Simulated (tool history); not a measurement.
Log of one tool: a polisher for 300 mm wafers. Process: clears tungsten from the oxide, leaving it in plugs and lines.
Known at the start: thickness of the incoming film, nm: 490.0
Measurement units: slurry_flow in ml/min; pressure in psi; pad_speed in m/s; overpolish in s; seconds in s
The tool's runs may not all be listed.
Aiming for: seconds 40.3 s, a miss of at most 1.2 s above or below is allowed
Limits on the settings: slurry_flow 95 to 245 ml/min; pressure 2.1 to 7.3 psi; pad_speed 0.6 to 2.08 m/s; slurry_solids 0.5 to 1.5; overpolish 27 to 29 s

run,hour,slurry_flow,pressure,pad_speed,slurry_solids,overpolish,seconds
1,0,155,4.7,1.34,1,27,54.374
2,2.6,160,5,1.34,1,27,50.695
3,6.9,165,5.2,1.34,1,27,49.042
4,12.1,165,5.4,1.34,1,27,46.789
5,17.9,165,5.4,1.5,1,27,41.525
6,18.4,165,4.5,1.5,1,27,49.771
7,22,170,4.7,1.5,1,27,47.018
8,24,180,4.8,1.5,1,27,46.522
9,31.5,180,5,1.5,1,27,44.418
10,39.3,180,5.1,1.5,1,27,43.232
11,40.2,185,5.2,1.5,1,27,41.897
12,44.8,190,5.2,1.5,1,27,42.608
13,53.6,190,5.3,1.5,1,27,41.81

Which of these 4 next moves meets every target?
A,62.4,170,5.2,1.56,1.15,28,?
B,62.4,205,5.2,1.46,0.9,27,?
C,62.4,175,5.1,1.56,0.75,29,?
D,62.4,175,5.2,1.74,0.85,27,?

move,seconds
A,41.232
B,44.328
C,44.41
D,38.54
A: every result lands within tolerance
B: further off than the last run
C: further off than the last run
D: moves the result that the last run missed by most past its target, out the other side
Go with A: it meets all targets.
